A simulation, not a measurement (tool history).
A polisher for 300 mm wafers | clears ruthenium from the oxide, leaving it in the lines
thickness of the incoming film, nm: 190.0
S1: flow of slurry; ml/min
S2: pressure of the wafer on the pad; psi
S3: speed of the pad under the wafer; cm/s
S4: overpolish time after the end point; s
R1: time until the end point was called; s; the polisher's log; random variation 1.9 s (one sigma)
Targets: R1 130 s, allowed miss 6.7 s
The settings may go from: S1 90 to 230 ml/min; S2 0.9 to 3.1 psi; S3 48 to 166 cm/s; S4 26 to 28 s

run  hour   S1   S2   S3  S4      R1
  1     0  150    2  106  26  192.68
  2   6.5  150  2.2  108  26  177.01
  3  13.4  150  2.2   86  26  221.01
  4  22.4  150  2.2   86  26  213.42
  5  28.5  150  2.2  106  26  174.27
  6    37  125  2.2  106  26  183.39
     39.6  -- worn pad replaced by a new one
  7  39.6  130  2.4  108  26  150.15
  8  41.5  130  2.5  108  26  152.97
  9  44.3  130  2.5  108  26  148.84
 10  47.5  130  2.6  108  26  148.54
 11  51.3  130  2.7  108  26   143.1
 12  56.2  130  2.8  108  26  140.23

4 next moves are on the table. One of them brings every result within its allowed miss. Which?
  A  61.1  130  2.6  126  26   ?
  B  61.1  135  2.9  126  26   ?
  C  61.1  190    2  108  26   ?
  D  61.1  115  2.7  106  26   ?

move      R1
   A  130.97
   B  120.57
   C  170.11
   D  151.46
A: meets every target
B: takes the result that was furthest off past its target
C: further off than the last run
D: further off than the last run
The right move is A.
